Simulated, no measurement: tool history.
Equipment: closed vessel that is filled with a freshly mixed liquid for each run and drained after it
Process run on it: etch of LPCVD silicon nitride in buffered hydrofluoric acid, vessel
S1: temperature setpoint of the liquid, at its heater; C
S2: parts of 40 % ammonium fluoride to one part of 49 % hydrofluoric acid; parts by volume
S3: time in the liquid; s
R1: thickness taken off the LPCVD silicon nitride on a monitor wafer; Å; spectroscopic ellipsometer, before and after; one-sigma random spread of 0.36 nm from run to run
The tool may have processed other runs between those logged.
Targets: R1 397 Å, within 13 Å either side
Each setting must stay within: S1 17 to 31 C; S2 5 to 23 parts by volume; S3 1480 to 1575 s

{"run": 1, "hour": 0.0, "S1": 23, "S2": 14, "S3": 1480, "R1": 156.12}
{"run": 2, "hour": 8.8, "S1": 24, "S2": 13, "S3": 1480, "R1": 176.67}
{"run": 3, "hour": 14.4, "S1": 25, "S2": 12, "S3": 1480, "R1": 201.93}
{"run": 4, "hour": 18.2, "S1": 22, "S2": 12, "S3": 1480, "R1": 169.2}
{"run": 5, "hour": 25.7, "S1": 25, "S2": 12, "S3": 1480, "R1": 201.29}
{"run": 6, "hour": 31.7, "S1": 25, "S2": 12, "S3": 1575, "R1": 212.32}
{"run": 7, "hour": 35.1, "S1": 26, "S2": 11, "S3": 1575, "R1": 241.03}
{"run": 8, "hour": 39.8, "S1": 26.5, "S2": 10.5, "S3": 1575, "R1": 258.33}
{"run": 9, "hour": 42.7, "S1": 27, "S2": 10, "S3": 1575, "R1": 281.04}
{"run": 10, "hour": 48.5, "S1": 27.5, "S2": 9.5, "S3": 1575, "R1": 305.91}
{"run": 11, "hour": 54.3, "S1": 28, "S2": 9.5, "S3": 1575, "R1": 310.5}
{"run": 12, "hour": 58.8, "S1": 28.5, "S2": 9.5, "S3": 1575, "R1": 325.57}

Pick the move, out of 4, that brings all results within their allowed miss; only one does.
{"run": "A", "hour": 63.3, "S1": 30.5, "S2": 8, "S3": 1515, "R1": "?"}
{"run": "B", "hour": 63.3, "S1": 31, "S2": 9.5, "S3": 1575, "R1": "?"}
{"run": "C", "hour": 63.3, "S1": 31, "S2": 7.5, "S3": 1525, "R1": "?"}
{"run": "D", "hour": 63.3, "S1": 28, "S2": 7.5, "S3": 1505, "R1": "?"}

move=A R1=392.94
move=B R1=367.81
move=C R1=435.22
move=D R1=366.85
A: every result lands within tolerance
B: gains on the last run, yet a result remains outside its allowed miss
C: moves the result that the last run missed by most past its target, out the other side
D: gains on the last run, yet a result remains outside its allowed miss
Move A is the one to make.
